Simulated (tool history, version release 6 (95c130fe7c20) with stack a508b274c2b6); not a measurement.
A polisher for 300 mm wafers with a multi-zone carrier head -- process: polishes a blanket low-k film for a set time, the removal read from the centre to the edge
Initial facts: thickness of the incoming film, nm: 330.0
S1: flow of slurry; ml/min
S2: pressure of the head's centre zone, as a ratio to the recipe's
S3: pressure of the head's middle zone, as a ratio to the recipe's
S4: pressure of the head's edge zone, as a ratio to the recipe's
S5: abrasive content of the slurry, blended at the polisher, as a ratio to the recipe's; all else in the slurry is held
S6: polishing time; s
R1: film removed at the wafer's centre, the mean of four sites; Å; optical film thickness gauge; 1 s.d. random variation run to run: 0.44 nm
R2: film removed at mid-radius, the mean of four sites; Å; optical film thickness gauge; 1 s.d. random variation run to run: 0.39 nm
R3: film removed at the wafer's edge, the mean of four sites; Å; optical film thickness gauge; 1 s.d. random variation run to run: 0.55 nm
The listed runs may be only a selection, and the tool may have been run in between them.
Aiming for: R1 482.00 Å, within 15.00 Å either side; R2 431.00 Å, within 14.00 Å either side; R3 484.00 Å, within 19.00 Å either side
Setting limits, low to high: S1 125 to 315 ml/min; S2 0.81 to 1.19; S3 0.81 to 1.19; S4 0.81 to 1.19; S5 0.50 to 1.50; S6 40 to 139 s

| run | day | S1 | S2 | S3 | S4 | S5 | S6 | R1 | R2 | R3 |
|---|---|---|---|---|---|---|---|---|---|---|
| 1 | 0.000 | 205 | 1.00 | 1.00 | 1.00 | 1.00 | 89 | 398.87 | 394.48 | 381.86 |
| 2 | 0.088 | 210 | 1.01 | 0.99 | 1.04 | 1.05 | 89 | 406.22 | 407.07 | 400.91 |
| 3 | 0.408 | 210 | 1.01 | 0.99 | 1.09 | 1.05 | 89 | 412.33 | 405.95 | 407.33 |
| 4 | 0.625 | 215 | 1.02 | 0.97 | 1.11 | 1.10 | 89 | 428.25 | 400.62 | 417.00 |
| 5 | 0.946 | 215 | 1.08 | 0.97 | 1.11 | 1.10 | 89 | 455.20 | 409.53 | 416.69 |
| 6 | 1.029 | 220 | 1.07 | 0.96 | 1.13 | 1.15 | 89 | 462.54 | 407.09 | 424.26 |
| 7 | 1.346 | 220 | 1.07 | 0.96 | 1.13 | 1.15 | 89 | 462.43 | 410.29 | 432.07 |
| 8 | 1.583 | 225 | 1.06 | 0.96 | 1.14 | 1.20 | 89 | 462.35 | 424.03 | 435.94 |

5 next moves are on the table. One of them brings every result within its allowed miss. Which?
| A | 1.821 | 280 | 0.99 | 0.89 | 1.13 | 1.10 | 99 | ? | ? | ? |
| B | 1.821 | 220 | 0.92 | 0.90 | 1.11 | 1.25 | 94 | ? | ? | ? |
| C | 1.821 | 235 | 1.09 | 1.06 | 1.06 | 1.30 | 78 | ? | ? | ? |
| D | 1.821 | 195 | 1.04 | 1.07 | 1.09 | 1.20 | 87 | ? | ? | ? |
| E | 1.821 | 255 | 0.93 | 0.81 | 1.19 | 0.95 | 112 | ? | ? | ? |

| move | R1 | R2 | R3 |
|---|---|---|---|
| A | 480.04 | 438.18 | 478.18 |
| B | 434.86 | 432.69 | 466.27 |
| C | 438.94 | 421.31 | 385.35 |
| D | 441.28 | 448.80 | 415.08 |
| E | 471.23 | 424.76 | 516.06 |
A: every result within its allowed miss
B: brings the last run's worst result on target, with another outside its allowed miss
C: the biggest miss grows against the last run
D: the biggest miss grows against the last run
E: the result that was furthest off in the last run now lies on the other side of its target
A is the move that brings every result within its allowed miss.
